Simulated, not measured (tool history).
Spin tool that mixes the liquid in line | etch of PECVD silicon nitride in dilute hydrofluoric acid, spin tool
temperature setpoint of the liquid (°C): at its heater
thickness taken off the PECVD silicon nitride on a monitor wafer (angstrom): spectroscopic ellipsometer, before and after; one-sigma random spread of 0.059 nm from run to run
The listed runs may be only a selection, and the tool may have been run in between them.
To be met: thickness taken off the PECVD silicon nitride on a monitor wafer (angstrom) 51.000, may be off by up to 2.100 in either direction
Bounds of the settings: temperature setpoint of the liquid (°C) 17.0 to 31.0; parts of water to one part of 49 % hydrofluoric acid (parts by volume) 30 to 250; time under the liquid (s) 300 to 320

| run | hour | temperature setpoint of the liquid (°C) | parts of water to one part of 49 % hydrofluoric acid (parts by volume) | time under the liquid (s) | thickness taken off the PECVD silicon nitride on a monitor wafer (angstrom) |
|---|---|---|---|---|---|
| 1 | 0.0 | 23.0 | 140 | 300 | 42.368 |
| 2 | 3.4 | 23.0 | 140 | 300 | 42.238 |
| 3 | 5.5 | 23.0 | 175 | 300 | 34.183 |
| 4 | 10.7 | 23.0 | 175 | 300 | 33.635 |
| 5 | 16.3 | 23.0 | 175 | 320 | 36.867 |
| 6 | 19.3 | 23.5 | 175 | 320 | 36.932 |
| 7 | 20.9 | 24.5 | 175 | 320 | 39.266 |
| 8 | 21.8 | 25.0 | 175 | 320 | 41.236 |
| 9 | 29.4 | 25.5 | 175 | 320 | 42.432 |

4 next moves are on the table. One of them brings every result within its allowed miss. Which?
| A | 37.0 | 27.0 | 190 | 305 | ? |
| B | 37.0 | 23.5 | 135 | 300 | ? |
| C | 37.0 | 24.5 | 150 | 320 | ? |
| D | 37.0 | 25.5 | 135 | 300 | ? |

| move | thickness taken off the PECVD silicon nitride on a monitor wafer (angstrom) |
|---|---|
| A | 40.334 |
| B | 44.632 |
| C | 45.763 |
| D | 50.791 |
A: moves away from the targets compared with the last run
B: closer than the last run, but not yet in spec
C: closer than the last run, but not yet in spec
D: meets every target
The right move is D.
